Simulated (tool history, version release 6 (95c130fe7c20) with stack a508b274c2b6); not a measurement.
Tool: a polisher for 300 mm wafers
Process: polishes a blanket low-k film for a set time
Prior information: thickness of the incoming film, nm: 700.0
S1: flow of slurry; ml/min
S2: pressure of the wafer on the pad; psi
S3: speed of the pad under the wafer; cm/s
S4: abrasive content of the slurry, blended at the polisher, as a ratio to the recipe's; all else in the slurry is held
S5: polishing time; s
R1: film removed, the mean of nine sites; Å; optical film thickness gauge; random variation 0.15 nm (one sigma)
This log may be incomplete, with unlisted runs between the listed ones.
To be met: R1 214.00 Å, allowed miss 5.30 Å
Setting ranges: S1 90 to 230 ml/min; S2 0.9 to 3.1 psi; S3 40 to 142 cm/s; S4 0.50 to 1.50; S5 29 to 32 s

run  hour   S1   S2  S3    S4  S5      R1
  1   0.0  150  2.0  90  1.00  32  143.30
  2   6.0  130  2.0  90  1.00  32  139.38
  3   8.7  110  2.0  90  1.00  32  133.86
  4  12.9  110  1.5  90  1.00  32  102.62
  5  13.6  140  1.9  90  1.00  32  133.54
  6  16.0  160  2.1  90  1.00  32  151.94
  7  22.9  175  2.3  90  1.00  32  168.39
  8  26.2  185  2.5  90  1.00  32  184.39
  9  33.7  190  2.6  90  1.00  32  192.60
 10  39.8  195  2.7  90  1.00  32  203.23

Consider the 5 candidate settings below. Which is the only one whose results all fall within their allowed miss of target?
  A  45.9  200  2.6   86  1.00  31   ?
  B  45.9  195  2.6  100  0.95  31   ?
  C  45.9  205  2.5  106  1.20  29   ?
  D  45.9  170  2.6  102  0.90  31   ?
  E  45.9  220  2.5  116  0.95  29   ?

move      R1
   A  181.61
   B  196.15
   C  215.13
   D  187.29
   E  201.35
A: misses by more than the last run did
B: misses by more than the last run did
C: each result inside its tolerance
D: misses by more than the last run did
E: misses by more than the last run did
Answer: C
